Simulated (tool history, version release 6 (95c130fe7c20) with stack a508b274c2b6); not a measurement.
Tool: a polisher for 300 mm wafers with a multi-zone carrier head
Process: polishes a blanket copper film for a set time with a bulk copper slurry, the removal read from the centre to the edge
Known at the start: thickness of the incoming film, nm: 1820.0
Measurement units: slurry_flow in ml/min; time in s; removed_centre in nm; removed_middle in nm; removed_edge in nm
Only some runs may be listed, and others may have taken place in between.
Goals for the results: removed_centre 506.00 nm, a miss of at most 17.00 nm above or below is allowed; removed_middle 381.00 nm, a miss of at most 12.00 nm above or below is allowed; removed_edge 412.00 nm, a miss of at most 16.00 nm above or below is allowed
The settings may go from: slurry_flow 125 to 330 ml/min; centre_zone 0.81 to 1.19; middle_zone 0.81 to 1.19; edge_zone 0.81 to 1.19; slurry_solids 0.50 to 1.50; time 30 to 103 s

{"run": 1, "hour": 0.0, "slurry_flow": 210, "centre_zone": 1.0, "middle_zone": 1.0, "edge_zone": 1.0, "slurry_solids": 1.0, "time": 66, "removed_centre": 449.35, "removed_middle": 435.42, "removed_edge": 428.89}
{"run": 2, "hour": 0.6, "slurry_flow": 210, "centre_zone": 1.0, "middle_zone": 1.03, "edge_zone": 1.0, "slurry_solids": 1.0, "time": 66, "removed_centre": 435.24, "removed_middle": 447.53, "removed_edge": 434.5}
{"run": 3, "hour": 1.2, "slurry_flow": 210, "centre_zone": 1.0, "middle_zone": 1.08, "edge_zone": 1.0, "slurry_solids": 1.0, "time": 66, "removed_centre": 440.15, "removed_middle": 462.97, "removed_edge": 434.22}
{"run": 4, "hour": 8.7, "slurry_flow": 205, "centre_zone": 1.03, "middle_zone": 1.03, "edge_zone": 1.0, "slurry_solids": 1.0, "time": 66, "removed_centre": 449.85, "removed_middle": 446.31, "removed_edge": 421.24}
{"run": 5, "hour": 16.3, "slurry_flow": 205, "centre_zone": 1.03, "middle_zone": 1.03, "edge_zone": 0.95, "slurry_solids": 1.0, "time": 66, "removed_centre": 456.59, "removed_middle": 437.7, "removed_edge": 427.37}
{"run": 6, "hour": 20.0, "slurry_flow": 205, "centre_zone": 1.03, "middle_zone": 0.97, "edge_zone": 0.95, "slurry_solids": 1.0, "time": 66, "removed_centre": 450.07, "removed_middle": 415.84, "removed_edge": 425.31}
{"run": 7, "hour": 20.8, "slurry_flow": 205, "centre_zone": 1.06, "middle_zone": 0.95, "edge_zone": 0.94, "slurry_solids": 1.0, "time": 66, "removed_centre": 461.33, "removed_middle": 413.33, "removed_edge": 412.79}
{"run": 8, "hour": 24.7, "slurry_flow": 205, "centre_zone": 1.06, "middle_zone": 0.95, "edge_zone": 0.94, "slurry_solids": 1.0, "time": 66, "removed_centre": 468.53, "removed_middle": 419.56, "removed_edge": 420.33}
{"run": 9, "hour": 26.7, "slurry_flow": 200, "centre_zone": 1.07, "middle_zone": 0.92, "edge_zone": 0.92, "slurry_solids": 1.0, "time": 66, "removed_centre": 476.04, "removed_middle": 398.65, "removed_edge": 415.44}

4 next moves are on the table. One of them brings every result within its allowed miss. Which?
{"run": "A", "hour": 28.7, "slurry_flow": 235, "centre_zone": 0.99, "middle_zone": 0.94, "edge_zone": 0.93, "slurry_solids": 0.95, "time": 66, "removed_centre": "?", "removed_middle": "?", "removed_edge": "?"}
{"run": "B", "hour": 28.7, "slurry_flow": 145, "centre_zone": 0.99, "middle_zone": 0.85, "edge_zone": 0.9, "slurry_solids": 0.75, "time": 79, "removed_centre": "?", "removed_middle": "?", "removed_edge": "?"}
{"run": "C", "hour": 28.7, "slurry_flow": 195, "centre_zone": 1.14, "middle_zone": 0.85, "edge_zone": 0.89, "slurry_solids": 1.0, "time": 67, "removed_centre": "?", "removed_middle": "?", "removed_edge": "?"}
{"run": "D", "hour": 28.7, "slurry_flow": 185, "centre_zone": 0.95, "middle_zone": 0.81, "edge_zone": 0.89, "slurry_solids": 1.0, "time": 69, "removed_centre": "?", "removed_middle": "?", "removed_edge": "?"}

move=A removed_centre=435.90 removed_middle=411.13 removed_edge=416.30
move=B removed_centre=463.06 removed_middle=404.84 removed_edge=445.90
move=C removed_centre=504.54 removed_middle=380.66 removed_edge=413.46
move=D removed_centre=429.38 removed_middle=374.97 removed_edge=424.14
A: further off than the last run
B: further off than the last run
C: each result inside its tolerance
D: further off than the last run
So the answer is move C, the one that meets all the targets.

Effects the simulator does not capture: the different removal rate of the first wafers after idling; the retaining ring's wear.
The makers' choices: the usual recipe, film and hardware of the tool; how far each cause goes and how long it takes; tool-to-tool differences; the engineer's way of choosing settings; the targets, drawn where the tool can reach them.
